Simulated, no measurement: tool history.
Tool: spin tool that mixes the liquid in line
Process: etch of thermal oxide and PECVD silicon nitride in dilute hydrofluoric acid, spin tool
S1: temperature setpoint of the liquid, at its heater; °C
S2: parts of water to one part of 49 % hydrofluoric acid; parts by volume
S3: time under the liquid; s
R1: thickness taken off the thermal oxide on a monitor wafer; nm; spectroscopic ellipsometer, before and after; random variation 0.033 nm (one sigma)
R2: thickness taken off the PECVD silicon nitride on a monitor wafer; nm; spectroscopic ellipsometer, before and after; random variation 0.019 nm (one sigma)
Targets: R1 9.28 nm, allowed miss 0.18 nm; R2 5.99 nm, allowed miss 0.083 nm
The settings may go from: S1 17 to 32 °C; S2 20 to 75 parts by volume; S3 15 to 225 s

run	hour	S1	S2	S3	R1	R2
1	0	24	45	115	12.969	9.5258
2	3.2	22.5	45	115	12.138	8.5795
3	5.1	22.5	45	90	9.5254	6.6963
4	9.1	22.5	60	90	7.0071	5.0166
5	13.4	22.5	60	140	10.92	7.8709
6	19.4	21.5	60	140	10.513	7.3108
7	21.4	21	60	140	10.238	7.1192
8	22.4	20	60	140	9.7993	6.6198
9	26	18	60	140	8.9627	5.7723

5 next moves are on the table. One of them brings every result within its allowed miss. Which?
A	29.6	19	55	120	?	?
B	29.6	20	65	135	?	?
C	29.6	18	70	170	?	?
D	29.6	17	55	145	?	?
E	29.6	19	70	155	?	?

move	R1	R2
A	8.8338	5.7309
B	8.6706	5.8737
C	9.2627	5.9886
D	9.7944	6.0155
E	8.8114	5.8544
A: further off than the last run
B: further off than the last run
C: meets every target
D: brings the result that was furthest off to its target, and leaves another outside
E: as far off as the last run
The right move is C.
